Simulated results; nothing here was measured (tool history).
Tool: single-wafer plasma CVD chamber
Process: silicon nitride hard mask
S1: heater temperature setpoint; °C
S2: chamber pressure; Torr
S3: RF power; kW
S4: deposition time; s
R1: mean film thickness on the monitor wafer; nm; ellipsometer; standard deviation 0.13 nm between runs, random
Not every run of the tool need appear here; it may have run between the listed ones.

run,hour,S1,S2,S3,S4,R1
1,0.0,420,1.25,0.245,55.0,51.369
2,3.9,420,1.25,0.245,55.0,51.496
3,6.3,420,1.37,0.255,55.1,54.371
4,12.7,420,1.46,0.265,55.2,56.636
5,13.2,420,1.52,0.275,55.3,58.582
6,21.9,420,1.57,0.280,55.4,59.853
7,24.7,420,1.61,0.285,55.4,60.873
8,26.9,420,1.64,0.290,55.4,61.997

For run 9, what comes out?
9,27.6,420,1.66,0.295,55.4,?

{"run 9": {"R1": 62.652}}
